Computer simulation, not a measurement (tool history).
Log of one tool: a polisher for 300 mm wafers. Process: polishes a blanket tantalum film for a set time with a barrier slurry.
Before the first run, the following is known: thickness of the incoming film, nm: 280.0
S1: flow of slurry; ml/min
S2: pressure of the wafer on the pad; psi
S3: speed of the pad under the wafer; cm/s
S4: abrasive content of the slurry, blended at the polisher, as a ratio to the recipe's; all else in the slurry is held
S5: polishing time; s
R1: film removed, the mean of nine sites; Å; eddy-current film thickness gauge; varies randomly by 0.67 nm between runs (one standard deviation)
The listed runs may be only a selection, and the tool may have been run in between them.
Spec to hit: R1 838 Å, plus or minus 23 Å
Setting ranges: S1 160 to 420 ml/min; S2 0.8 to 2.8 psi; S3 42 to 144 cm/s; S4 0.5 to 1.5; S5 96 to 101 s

Run 1, hour 0: S1 270 ml/min, S2 1.8 psi, S3 92 cm/s, S4 1, S5 96 s. Result: R1 1331.8 Å.
Run 2, hour 7.8: S1 270 ml/min, S2 1.8 psi, S3 92 cm/s, S4 0.8, S5 96 s. Result: R1 1227.4 Å.
Run 3, hour 12.1: S1 270 ml/min, S2 1.8 psi, S3 92 cm/s, S4 0.7, S5 96 s. Result: R1 1167 Å.
Run 4, hour 16.5: S1 270 ml/min, S2 1.8 psi, S3 92 cm/s, S4 0.7, S5 101 s. Result: R1 1234.2 Å.
Run 5, hour 25.4: S1 270 ml/min, S2 1.8 psi, S3 92 cm/s, S4 0.7, S5 96 s. Result: R1 1163.2 Å.
Run 6, hour 28.6: S1 270 ml/min, S2 1.8 psi, S3 80 cm/s, S4 0.7, S5 96 s. Result: R1 1017.8 Å.
Run 7, hour 30.4: S1 265 ml/min, S2 1.7 psi, S3 80 cm/s, S4 0.7, S5 96 s. Result: R1 967.17 Å.
At hour 33.7: slurry blender recalibrated.
Run 8, hour 33.7: S1 265 ml/min, S2 1.6 psi, S3 80 cm/s, S4 0.7, S5 96 s. Result: R1 1026.6 Å.

Exercise: of the 5 proposed moves below, exactly one satisfies all targets within the stated allowed misses. Which move is it?
Run A, hour 37: S1 295 ml/min, S2 2.2 psi, S3 52 cm/s, S4 0.65, S5 100 s. Result: R1 ?.
Run B, hour 37: S1 175 ml/min, S2 1.3 psi, S3 92 cm/s, S4 1, S5 101 s. Result: R1 ?.
Run C, hour 37: S1 160 ml/min, S2 1.9 psi, S3 62 cm/s, S4 0.8, S5 96 s. Result: R1 ?.
Run D, hour 37: S1 315 ml/min, S2 1.8 psi, S3 66 cm/s, S4 0.6, S5 97 s. Result: R1 ?.
Run E, hour 37: S1 290 ml/min, S2 2.1 psi, S3 58 cm/s, S4 0.55, S5 96 s. Result: R1 ?.

move      R1
   A  883.23
   B  1187.1
   C  928.47
   D  903.55
   E  849.31
A: closer than the last run, but not yet in spec
B: moves away from the targets compared with the last run
C: closer than the last run, but not yet in spec
D: closer than the last run, but not yet in spec
E: every result within its allowed miss
Move E is the one to make.
